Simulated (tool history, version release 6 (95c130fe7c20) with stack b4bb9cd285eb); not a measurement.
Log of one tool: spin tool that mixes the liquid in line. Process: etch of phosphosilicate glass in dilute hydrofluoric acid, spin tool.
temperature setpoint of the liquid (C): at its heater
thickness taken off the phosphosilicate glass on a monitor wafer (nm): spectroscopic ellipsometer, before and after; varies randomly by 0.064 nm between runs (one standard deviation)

run,hour,temperature setpoint of the liquid (C),parts of water to one part of 49 % hydrofluoric acid (parts by volume),time under the liquid (s),thickness taken off the phosphosilicate glass on a monitor wafer (nm)
1,0,21,115,15,9.1231
2,6.9,18.5,115,15,8.2524
3,12.8,20.5,115,15,8.9361
4,17.3,20.5,115,15,8.9319
5,20.2,23,100,15,11.63
6,26.2,23,100,15,11.655
7,35,25,95,15,13.318
8,39.3,26.5,90,15,14.918

Run 9 has not been measured yet. What should we expect?
9,42.4,27.5,90,15,?

thickness taken off the phosphosilicate glass on a monitor wafer (nm): 15.608
